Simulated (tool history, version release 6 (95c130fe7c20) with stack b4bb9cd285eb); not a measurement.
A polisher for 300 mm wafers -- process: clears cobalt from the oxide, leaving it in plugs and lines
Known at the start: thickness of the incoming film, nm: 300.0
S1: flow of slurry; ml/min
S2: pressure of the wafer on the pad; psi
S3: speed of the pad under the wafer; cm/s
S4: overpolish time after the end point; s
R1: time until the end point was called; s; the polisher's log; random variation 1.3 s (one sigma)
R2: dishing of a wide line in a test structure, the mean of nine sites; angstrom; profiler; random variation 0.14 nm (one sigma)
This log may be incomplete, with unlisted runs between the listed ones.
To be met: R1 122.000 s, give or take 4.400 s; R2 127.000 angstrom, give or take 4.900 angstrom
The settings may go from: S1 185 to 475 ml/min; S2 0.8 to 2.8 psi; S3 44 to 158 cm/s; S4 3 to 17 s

{"run": 1, "day": 0.0, "S1": 305, "S2": 1.8, "S3": 100, "S4": 9, "R1": 52.443, "R2": 372.09}
{"run": 2, "day": 0.296, "S1": 305, "S2": 1.8, "S3": 100, "S4": 6, "R1": 52.467, "R2": 269.78}
{"run": 3, "day": 0.358, "S1": 305, "S2": 1.6, "S3": 94, "S4": 6, "R1": 62.404, "R2": 235.6}
{"run": 4, "day": 0.629, "S1": 250, "S2": 1.6, "S3": 94, "S4": 6, "R1": 63.933, "R2": 221.92}
{"run": 5, "day": 0.746, "S1": 245, "S2": 1.5, "S3": 90, "S4": 6, "R1": 72.356, "R2": 205.61}
{"run": 6, "day": 0.779, "S1": 240, "S2": 1.4, "S3": 88, "S4": 6, "R1": 77.161, "R2": 195.01}
{"run": 7, "day": 1.008, "S1": 235, "S2": 0.9, "S3": 66, "S4": 5, "R1": 153.33, "R2": 83.984}
{"run": 8, "day": 1.15, "S1": 230, "S2": 1.2, "S3": 66, "S4": 7, "R1": 117.67, "R2": 150.54}
{"run": 9, "day": 1.396, "S1": 240, "S2": 1.2, "S3": 66, "S4": 7, "R1": 119.03, "R2": 148.49}
{"run": 10, "day": 1.433, "S1": 245, "S2": 1.2, "S3": 68, "S4": 6, "R1": 112.94, "R2": 135.71}
{"run": 11, "day": 1.479, "S1": 240, "S2": 1.0, "S3": 68, "S4": 6, "R1": 138.15, "R2": 112.3}

Which of these 4 next moves meets every target?
{"run": "A", "day": 1.525, "S1": 245, "S2": 1.2, "S3": 72, "S4": 6, "R1": "?", "R2": "?"}
{"run": "B", "day": 1.525, "S1": 225, "S2": 1.1, "S3": 70, "S4": 7, "R1": "?", "R2": "?"}
{"run": "C", "day": 1.525, "S1": 205, "S2": 1.1, "S3": 78, "S4": 6, "R1": "?", "R2": "?"}
{"run": "D", "day": 1.525, "S1": 320, "S2": 1.1, "S3": 68, "S4": 6, "R1": "?", "R2": "?"}

move=A R1=108.970 R2=139.250
move=B R1=123.020 R2=143.560
move=C R1=112.410 R2=135.340
move=D R1=121.520 R2=126.010
A: moves the result that the last run missed by most past its target, out the other side
B: brings the last run's worst result on target, with another outside its allowed miss
C: moves the result that the last run missed by most past its target, out the other side
D: hits every target within its allowed miss
D is the move that brings every result within its allowed miss.
